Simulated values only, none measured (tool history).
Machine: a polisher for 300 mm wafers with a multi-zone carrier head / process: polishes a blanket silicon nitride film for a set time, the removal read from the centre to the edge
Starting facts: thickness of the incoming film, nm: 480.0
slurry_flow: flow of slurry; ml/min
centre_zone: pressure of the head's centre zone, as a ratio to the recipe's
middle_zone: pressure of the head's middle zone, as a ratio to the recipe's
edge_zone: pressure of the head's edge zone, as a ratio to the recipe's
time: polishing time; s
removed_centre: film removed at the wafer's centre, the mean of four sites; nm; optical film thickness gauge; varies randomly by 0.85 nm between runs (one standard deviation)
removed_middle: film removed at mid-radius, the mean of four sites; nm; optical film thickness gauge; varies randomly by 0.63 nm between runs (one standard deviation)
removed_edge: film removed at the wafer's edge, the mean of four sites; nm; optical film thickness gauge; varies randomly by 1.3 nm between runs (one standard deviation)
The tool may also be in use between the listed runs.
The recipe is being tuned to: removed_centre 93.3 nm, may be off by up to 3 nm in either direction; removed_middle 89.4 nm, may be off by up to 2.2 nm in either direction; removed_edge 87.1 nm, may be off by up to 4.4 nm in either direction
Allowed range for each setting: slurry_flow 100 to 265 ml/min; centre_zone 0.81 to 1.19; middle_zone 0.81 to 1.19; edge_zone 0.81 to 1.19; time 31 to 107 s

run	hour	slurry_flow	centre_zone	middle_zone	edge_zone	time	removed_centre	removed_middle	removed_edge
1	0	170	1	1	1	69	101.63	102.53	105.29
2	5.5	160	1.01	0.99	0.96	68	98.597	99.177	100.78
3	9	160	1.01	0.99	0.96	80	118.15	115.57	118.36
4	11.6	160	1.01	1.04	0.96	80	117.82	119.56	119.82
5	14.2	160	1.01	1.01	0.92	76	113.34	112.41	109.77
6	15	160	1.01	0.95	0.92	76	109.57	104.94	109.49
7	19.4	160	1.01	0.95	0.89	73	107.11	102.26	103.98
8	21.1	155	1.01	0.95	0.87	71	103.11	98.948	101.23
9	26	155	1.01	0.95	0.85	68	99.838	95.067	94.334

Which one of the following 5 next-run settings gets every result inside its allowed miss? There is exactly one.
A	30.9	165	1.01	1.07	0.81	66	?	?	?
B	30.9	150	1.01	0.86	0.9	70	?	?	?
C	30.9	160	1.01	0.85	0.92	70	?	?	?
D	30.9	140	1.17	1.02	0.84	63	?	?	?
E	30.9	225	1.02	0.98	0.88	60	?	?	?

move	removed_centre	removed_middle	removed_edge
A	97.804	103.1	92.532
B	102.12	89.9	101.59
C	103.11	89.801	103.14
D	105.57	92.359	88.202
E	93.548	90.269	89.371
A: further off than the last run
B: gets the furthest-off result to its target, but another result is out of tolerance
C: gets the furthest-off result to its target, but another result is out of tolerance
D: further off than the last run
E: all results land within tolerance of their targets
Go with E: it meets all targets.

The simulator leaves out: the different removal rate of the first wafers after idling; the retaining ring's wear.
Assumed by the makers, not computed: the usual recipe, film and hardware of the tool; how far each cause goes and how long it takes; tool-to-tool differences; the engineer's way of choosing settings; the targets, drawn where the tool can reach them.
